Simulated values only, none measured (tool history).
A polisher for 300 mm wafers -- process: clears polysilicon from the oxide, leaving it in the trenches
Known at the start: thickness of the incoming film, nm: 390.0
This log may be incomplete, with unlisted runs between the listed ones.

run,day,flow of slurry (ml/min),pressure of the wafer on the pad (psi),speed of the pad under the wafer (cm/s),overpolish time after the end point (s),time until the end point was called (s),dishing of a wide line in a test structure (nm)
1,0,190,2.1,114,21,30.736,45.273
2,0.162,190,2.1,114,13,31.305,43.858
3,0.196,190,2.1,114,19,31.279,43.862
4,0.221,190,2.1,92,19,38.152,44.387
# day 0.467: slurry nozzle cleaned
5,0.467,190,2.1,92,23,36.439,44.209
6,0.812,190,2.6,92,23,29.268,46.442
7,1.067,190,2.5,90,25,31.781,46.246
8,1.404,190,2.4,88,27,33.666,46.173
9,1.733,190,2.3,88,29,33.835,45.225
10,1.992,200,1.7,72,19,56.171,42.32
11,2.104,195,1.7,72,22,56.757,43.987

Run 12 comes next. What will it give?
12,2.462,195,1.7,72,23,?,?

Run 12 produced time until the end point was called (s) 56.402, dishing of a wide line in a test structure (nm) 43.901.
